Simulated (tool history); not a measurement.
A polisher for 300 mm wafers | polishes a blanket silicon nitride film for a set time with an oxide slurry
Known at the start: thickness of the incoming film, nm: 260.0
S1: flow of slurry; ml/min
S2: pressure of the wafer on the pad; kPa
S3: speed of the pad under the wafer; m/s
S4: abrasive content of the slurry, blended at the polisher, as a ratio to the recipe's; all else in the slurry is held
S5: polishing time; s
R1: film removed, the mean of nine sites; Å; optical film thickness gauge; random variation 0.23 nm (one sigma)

run	hour	S1	S2	S3	S4	S5	R1
1	0	270	28.3	0.94	1	58	338.72
2	4.9	270	28.3	1.04	1	58	362.86
3	9.4	270	26.2	1.04	1	58	332.69
4	17.9	270	26.2	1.04	1.2	58	374.18
5	26	270	26.2	1.26	1.2	58	433.58
6	34.7	265	22.8	1.26	1.2	58	377.32
7	40.9	260	20.7	1.26	1.2	58	343.31
8	43.1	250	19.3	1.26	1.2	58	321.22
9	49.9	220	17.2	1.26	1.2	58	283.1

The next listed run, before its measurement:
10	54.4	230	17.2	1.26	1.2	58	?

Run 10 gave R1 283.55 Å.
